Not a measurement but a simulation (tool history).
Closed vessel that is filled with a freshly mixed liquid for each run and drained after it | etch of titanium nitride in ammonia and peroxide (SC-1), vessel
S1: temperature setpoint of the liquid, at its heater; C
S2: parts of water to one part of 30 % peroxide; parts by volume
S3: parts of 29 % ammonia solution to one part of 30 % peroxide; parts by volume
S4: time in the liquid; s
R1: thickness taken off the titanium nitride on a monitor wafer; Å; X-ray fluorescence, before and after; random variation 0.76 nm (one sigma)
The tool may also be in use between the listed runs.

run    day    S1   S2   S3    S4      R1
  1      0    50  9.5    1  1025  599.81
  2  0.054    50  9.5  1.2  1025  614.08
  3   0.35    51  9.5  1.2  1025  663.69
  4  0.504  48.5  9.5  1.2  1025  551.66
  5  0.733  48.5    6  1.2  1025  680.72
  6  0.804  48.5    6  1.2  1025  689.95
  7  1.188    49    6  1.2  1025  716.21
  8  1.529  49.5    6  1.2  1025  742.17
     1.812  -- ammonia flow meter replaced
  9  1.812    50    6  1.2  1025  776.55

The next listed run, before its measurement:
 10  1.888  50.5   6  1.2  1025   ?

Run 10 gave R1 790.06 Å.
